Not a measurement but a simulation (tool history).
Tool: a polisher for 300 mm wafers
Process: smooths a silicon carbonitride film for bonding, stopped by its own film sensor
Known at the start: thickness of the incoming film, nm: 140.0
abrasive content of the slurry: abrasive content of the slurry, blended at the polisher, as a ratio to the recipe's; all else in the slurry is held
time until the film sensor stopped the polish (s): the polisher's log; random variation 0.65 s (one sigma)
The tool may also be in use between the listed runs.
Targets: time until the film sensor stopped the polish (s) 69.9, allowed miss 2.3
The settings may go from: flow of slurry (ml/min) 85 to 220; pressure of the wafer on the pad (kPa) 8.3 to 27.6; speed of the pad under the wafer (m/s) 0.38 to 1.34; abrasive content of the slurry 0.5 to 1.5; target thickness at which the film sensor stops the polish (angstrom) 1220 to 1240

run	hour	flow of slurry (ml/min)	pressure of the wafer on the pad (kPa)	speed of the pad under the wafer (m/s)	abrasive content of the slurry	target thickness at which the film sensor stops the polish (angstrom)	time until the film sensor stopped the polish (s)
1	0	140	17.9	0.86	1	1220	51.905
2	2	140	17.9	0.86	1	1240	46.014
3	9.3	140	17.9	0.86	1	1220	53.73
4	10	140	13.8	0.86	1	1220	62.524
5	18.2	140	13.8	1.08	1	1220	51.369
6	20.6	135	13.1	1.08	1	1220	52.924
7	24	135	12.4	1.08	1	1220	54.952
8	27.4	135	11.7	1.08	1	1220	55.79
9	35.8	135	11	1.06	1	1220	57.821
10	39.8	135	10.3	1.04	1	1220	62.904
11	47.3	130	9	1.04	1	1220	65.546

Which of these 5 next moves meets every target?
A	54.8	105	8.3	1.14	0.95	1230	?
B	54.8	110	13.1	0.98	1	1220	?
C	54.8	135	8.3	1.02	0.9	1240	?
D	54.8	130	9	1	0.9	1230	?
E	54.8	145	9	0.98	1.1	1220	?

move	time until the film sensor stopped the polish (s)
A	63.445
B	58.188
C	64.692
D	67.797
E	63.719
A: further off than the last run
B: further off than the last run
C: further off than the last run
D: meets every target
E: further off than the last run
Answer: D
